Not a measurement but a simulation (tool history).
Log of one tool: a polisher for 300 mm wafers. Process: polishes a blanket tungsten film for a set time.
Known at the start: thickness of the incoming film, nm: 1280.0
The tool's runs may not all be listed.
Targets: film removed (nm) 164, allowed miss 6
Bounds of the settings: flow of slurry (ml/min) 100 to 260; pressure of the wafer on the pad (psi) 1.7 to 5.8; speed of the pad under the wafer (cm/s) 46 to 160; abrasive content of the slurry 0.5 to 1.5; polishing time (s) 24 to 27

run    day  flow of slurry (ml/min)  pressure of the wafer on the pad (psi)  speed of the pad under the wafer (cm/s)  abrasive content of the slurry  polishing time (s)  film removed (nm)
  1      0                      165                                     3.7                                      102                               1                  27             112.49
  2  0.188                      165                                     3.7                                      102                               1                  24             101.14
  3  0.217                      165                                     3.7                                      122                               1                  24              112.6
  4  0.304                      185                                     3.7                                      122                               1                  24              115.7
  5  0.575                      185                                     4.1                                      122                               1                  24             125.66
  6  0.625                      185                                     4.1                                      122                             1.1                  24             129.72
  7  0.883                      185                                     4.4                                      122                             1.1                  24             137.76
  8  1.158                      185                                     4.6                                      122                             1.1                  24              146.7
  9  1.308                      185                                     4.7                                      122                             1.1                  24             151.01
 10  1.471                      185                                     4.8                                      122                             1.1                  24             152.32

5 next moves are on the table. One of them brings every result within its allowed miss. Which?
  A  1.633                      175                                     4.1                                      106                             1.3                  26                  ?
  B  1.633                      145                                     5.2                                       98                               1                  27                  ?
  C  1.633                      190                                     4.8                                       94                            1.25                  24                  ?
  D  1.633                      195                                     4.2                                      122                             1.2                  25                  ?
  E  1.633                      200                                     3.9                                      146                             1.2                  27                  ?

move  film removed (nm)
   A              130.7
   B             147.46
   C             130.02
   D             141.89
   E             163.55
A: further off than the last run
B: further off than the last run
C: further off than the last run
D: further off than the last run
E: meets every target
Answer: E
